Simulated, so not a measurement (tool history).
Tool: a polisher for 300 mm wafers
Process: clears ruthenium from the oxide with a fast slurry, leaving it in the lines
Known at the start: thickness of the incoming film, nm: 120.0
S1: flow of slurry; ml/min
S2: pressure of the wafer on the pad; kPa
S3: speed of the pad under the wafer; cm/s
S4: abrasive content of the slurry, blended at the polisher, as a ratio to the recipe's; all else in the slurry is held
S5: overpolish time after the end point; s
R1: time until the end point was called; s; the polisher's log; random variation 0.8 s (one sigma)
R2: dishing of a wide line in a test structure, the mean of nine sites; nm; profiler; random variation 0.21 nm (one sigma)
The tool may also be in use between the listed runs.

{"run": 1, "hour": 0.0, "S1": 270, "S2": 15.2, "S3": 90, "S4": 1, "S5": 22, "R1": 50.556, "R2": 41.231}
{"run": 2, "hour": 7.1, "S1": 270, "S2": 15.2, "S3": 90, "S4": 1.1, "S5": 22, "R1": 48.784, "R2": 43.298}
{"run": 3, "hour": 8.5, "S1": 270, "S2": 14.5, "S3": 88, "S4": 1.05, "S5": 20, "R1": 53.247, "R2": 38.052}
{"run": 4, "hour": 11.2, "S1": 270, "S2": 13.8, "S3": 88, "S4": 1, "S5": 18, "R1": 56.606, "R2": 32.436}
{"run": 5, "hour": 14.0, "S1": 310, "S2": 13.8, "S3": 88, "S4": 1, "S5": 18, "R1": 56.442, "R2": 33.021}
{"run": 6, "hour": 21.0, "S1": 310, "S2": 13.8, "S3": 96, "S4": 1, "S5": 18, "R1": 51.713, "R2": 35.335}
{"run": 7, "hour": 26.1, "S1": 310, "S2": 13.1, "S3": 94, "S4": 1, "S5": 17, "R1": 55.964, "R2": 32.213}
{"run": 8, "hour": 34.2, "S1": 310, "S2": 12.4, "S3": 94, "S4": 1, "S5": 16, "R1": 57.996, "R2": 29.33}

The next listed run, before its measurement:
{"run": 9, "hour": 42.7, "S1": 310, "S2": 11.7, "S3": 94, "S4": 1, "S5": 15, "R1": "?", "R2": "?"}

{"run 9": {"R1": 61.927, "R2": 26.815}}

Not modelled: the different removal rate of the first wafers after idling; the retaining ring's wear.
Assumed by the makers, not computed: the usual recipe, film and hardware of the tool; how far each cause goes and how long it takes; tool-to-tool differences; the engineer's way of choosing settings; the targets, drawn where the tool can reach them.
